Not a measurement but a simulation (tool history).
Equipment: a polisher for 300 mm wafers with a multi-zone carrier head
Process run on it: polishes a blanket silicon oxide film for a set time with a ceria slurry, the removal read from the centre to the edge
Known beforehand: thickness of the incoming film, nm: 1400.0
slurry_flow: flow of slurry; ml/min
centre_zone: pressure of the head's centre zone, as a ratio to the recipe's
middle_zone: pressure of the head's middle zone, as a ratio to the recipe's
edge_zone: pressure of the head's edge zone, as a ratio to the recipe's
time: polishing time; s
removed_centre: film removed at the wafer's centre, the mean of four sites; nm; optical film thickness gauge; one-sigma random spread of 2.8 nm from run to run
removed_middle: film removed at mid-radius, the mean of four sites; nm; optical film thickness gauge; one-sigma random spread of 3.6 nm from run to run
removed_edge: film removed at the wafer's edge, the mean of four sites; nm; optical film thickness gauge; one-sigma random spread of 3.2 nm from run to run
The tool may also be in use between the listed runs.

Run 1, day 0.000: slurry_flow 125 ml/min, centre_zone 1.00, middle_zone 1.00, edge_zone 1.00, time 56 s. Result: removed_centre 238.63 nm, removed_middle 235.63 nm, removed_edge 241.94 nm.
Run 2, day 0.229: slurry_flow 125 ml/min, centre_zone 1.00, middle_zone 1.03, edge_zone 1.00, time 56 s. Result: removed_centre 235.06 nm, removed_middle 243.89 nm, removed_edge 244.23 nm.
Run 3, day 0.433: slurry_flow 155 ml/min, centre_zone 1.00, middle_zone 1.03, edge_zone 1.00, time 56 s. Result: removed_centre 248.37 nm, removed_middle 249.13 nm, removed_edge 248.68 nm.
Run 4, day 0.738: slurry_flow 155 ml/min, centre_zone 1.01, middle_zone 1.04, edge_zone 1.02, time 58 s. Result: removed_centre 262.38 nm, removed_middle 255.61 nm, removed_edge 263.55 nm.
Run 5, day 0.950: slurry_flow 155 ml/min, centre_zone 1.01, middle_zone 1.04, edge_zone 0.98, time 58 s. Result: removed_centre 266.42 nm, removed_middle 262.96 nm, removed_edge 258.85 nm.
Run 6, day 1.267: slurry_flow 155 ml/min, centre_zone 1.02, middle_zone 1.05, edge_zone 0.99, time 60 s. Result: removed_centre 271.98 nm, removed_middle 269.87 nm, removed_edge 266.48 nm.
Run 7, day 1.396: slurry_flow 155 ml/min, centre_zone 1.03, middle_zone 1.06, edge_zone 1.00, time 62 s. Result: removed_centre 284.76 nm, removed_middle 283.26 nm, removed_edge 274.57 nm.
Run 8, day 1.471: slurry_flow 155 ml/min, centre_zone 1.03, middle_zone 1.06, edge_zone 1.01, time 64 s. Result: removed_centre 294.36 nm, removed_middle 289.57 nm, removed_edge 289.05 nm.

Run 9 comes next. What will it give?
Run 9, day 1.583: slurry_flow 155 ml/min, centre_zone 1.04, middle_zone 1.07, edge_zone 1.02, time 65 s. Result: removed_centre ?, removed_middle ?, removed_edge ?.

Run 9 gave removed_centre 297.80 nm, removed_middle 296.78 nm, removed_edge 291.93 nm.

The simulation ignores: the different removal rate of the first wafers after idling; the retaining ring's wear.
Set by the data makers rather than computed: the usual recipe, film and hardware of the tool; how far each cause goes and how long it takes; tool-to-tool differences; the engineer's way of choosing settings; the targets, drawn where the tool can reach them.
